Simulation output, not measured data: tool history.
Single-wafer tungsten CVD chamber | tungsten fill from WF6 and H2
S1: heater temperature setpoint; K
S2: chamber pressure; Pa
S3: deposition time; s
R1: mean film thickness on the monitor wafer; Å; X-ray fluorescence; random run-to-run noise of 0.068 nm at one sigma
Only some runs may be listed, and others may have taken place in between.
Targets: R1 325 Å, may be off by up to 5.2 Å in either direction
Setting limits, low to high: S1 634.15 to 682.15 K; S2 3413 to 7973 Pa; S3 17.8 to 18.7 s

run,hour,S1,S2,S3,R1
1,0,658.15,5693,18.7,458.53
2,5.6,652.15,5680,18.7,405.02
3,13,652.15,5680,17.8,385.24
4,20.9,661.15,5680,17.8,464.2
5,24.3,651.15,5680,17.8,377.76
6,28.6,662.15,5680,17.8,471.94
7,35.5,650.15,5613,17.8,366.8
8,42.6,648.15,5613,17.8,353.03
9,45.3,647.15,5613,17.8,344.57
10,47,646.15,5613,17.8,338.14

Which of these 4 next moves meets every target?
A,48.7,645.15,5986,17.8,?
B,48.7,645.15,5560,18.2,?
C,48.7,642.15,6373,17.8,?
D,48.7,645.15,5146,18.7,?

move,R1
A,338.77
B,336.2
C,325.44
D,334.87
A: just as far off the targets as the last run
B: closer than the last run, but not yet in spec
C: hits every target within its allowed miss
D: closer than the last run, but not yet in spec
C meets every target.
